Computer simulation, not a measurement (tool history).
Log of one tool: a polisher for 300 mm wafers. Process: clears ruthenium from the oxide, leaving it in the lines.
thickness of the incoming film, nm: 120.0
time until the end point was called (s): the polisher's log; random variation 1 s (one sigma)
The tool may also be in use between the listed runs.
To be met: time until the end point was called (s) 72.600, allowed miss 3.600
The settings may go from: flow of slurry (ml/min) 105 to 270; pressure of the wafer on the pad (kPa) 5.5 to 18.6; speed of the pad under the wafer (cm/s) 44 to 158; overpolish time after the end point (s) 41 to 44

| run | hour | flow of slurry (ml/min) | pressure of the wafer on the pad (kPa) | speed of the pad under the wafer (cm/s) | overpolish time after the end point (s) | time until the end point was called (s) |
|---|---|---|---|---|---|---|
| 1 | 0.0 | 175 | 11.7 | 100 | 41 | 137.190 |
| 2 | 1.1 | 175 | 11.7 | 90 | 41 | 156.340 |
| 3 | 6.4 | 175 | 13.1 | 94 | 41 | 138.030 |
| 4 | 14.3 | 175 | 14.5 | 100 | 41 | 113.320 |
| 5 | 22.7 | 175 | 15.2 | 102 | 41 | 110.490 |
| 6 | 26.5 | 175 | 15.2 | 102 | 44 | 108.330 |
| 7 | 35.1 | 180 | 18.6 | 114 | 44 | 79.781 |
| 8 | 43.7 | 180 | 18.6 | 116 | 44 | 74.850 |

4 next moves are on the table. One of them brings every result within its allowed miss. Which?
| A | 52.3 | 160 | 18.6 | 116 | 44 | ? |
| B | 52.3 | 185 | 18.6 | 114 | 41 | ? |
| C | 52.3 | 195 | 18.6 | 120 | 41 | ? |
| D | 52.3 | 175 | 17.2 | 122 | 41 | ? |

| move | time until the end point was called (s) |
|---|---|
| A | 80.309 |
| B | 78.778 |
| C | 74.061 |
| D | 80.573 |
A: further off than the last run
B: further off than the last run
C: meets every target
D: further off than the last run
Answer: C
